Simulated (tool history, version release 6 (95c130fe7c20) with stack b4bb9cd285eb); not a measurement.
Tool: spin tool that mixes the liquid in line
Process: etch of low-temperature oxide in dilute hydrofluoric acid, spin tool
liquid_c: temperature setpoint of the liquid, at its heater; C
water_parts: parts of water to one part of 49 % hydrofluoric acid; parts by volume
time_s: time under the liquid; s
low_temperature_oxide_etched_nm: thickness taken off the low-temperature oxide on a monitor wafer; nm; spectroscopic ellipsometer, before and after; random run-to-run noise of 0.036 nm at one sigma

run,hour,liquid_c,water_parts,time_s,low_temperature_oxide_etched_nm
1,0,21,80,70,12.739
2,8.6,21,80,75,13.713
3,12.7,21,60,75,18.531
4,18.3,20.5,60,75,18.328
5,25,20,65,75,16.415
6,32.1,20,65,70,15.389
7,33.4,19.5,65,70,15.028
8,37.9,17,80,70,10.773

For run 9, what comes out?
9,45,18,80,70,?

{"run 9": {"low_temperature_oxide_etched_nm": 11.248}}
